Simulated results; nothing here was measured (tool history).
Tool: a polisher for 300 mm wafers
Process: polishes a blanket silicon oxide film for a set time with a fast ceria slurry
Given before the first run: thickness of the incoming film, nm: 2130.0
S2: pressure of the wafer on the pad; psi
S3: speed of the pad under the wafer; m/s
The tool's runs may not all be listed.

Run 1, hour 0.0: flow of slurry (ml/min) 235, S2 2.7 psi, S3 1.14 m/s, polishing time (s) 62. Result: film removed (angstrom) 12746.
Run 2, hour 5.5: flow of slurry (ml/min) 235, S2 3.3 psi, S3 1.14 m/s, polishing time (s) 62. Result: film removed (angstrom) 14895.
Run 3, hour 6.4: flow of slurry (ml/min) 235, S2 3.3 psi, S3 1.14 m/s, polishing time (s) 65. Result: film removed (angstrom) 15686.
Run 4, hour 11.8: flow of slurry (ml/min) 235, S2 3.9 psi, S3 1.14 m/s, polishing time (s) 65. Result: film removed (angstrom) 17708.
Run 5, hour 18.5: flow of slurry (ml/min) 235, S2 3.9 psi, S3 1.38 m/s, polishing time (s) 65. Result: film removed (angstrom) 21246.
Run 6, hour 24.3: flow of slurry (ml/min) 235, S2 3.5 psi, S3 1.32 m/s, polishing time (s) 65. Result: film removed (angstrom) 18700.
Run 7, hour 25.4: flow of slurry (ml/min) 235, S2 3.1 psi, S3 1.28 m/s, polishing time (s) 65. Result: film removed (angstrom) 16544.
Run 8, hour 30.7: flow of slurry (ml/min) 235, S2 2.8 psi, S3 1.24 m/s, polishing time (s) 65. Result: film removed (angstrom) 14878.

Run 9 has not been measured yet. What should we expect?
Run 9, hour 37.4: flow of slurry (ml/min) 235, S2 2.6 psi, S3 1.22 m/s, polishing time (s) 65. Result: film removed (angstrom) ?.

film removed (angstrom): 13873

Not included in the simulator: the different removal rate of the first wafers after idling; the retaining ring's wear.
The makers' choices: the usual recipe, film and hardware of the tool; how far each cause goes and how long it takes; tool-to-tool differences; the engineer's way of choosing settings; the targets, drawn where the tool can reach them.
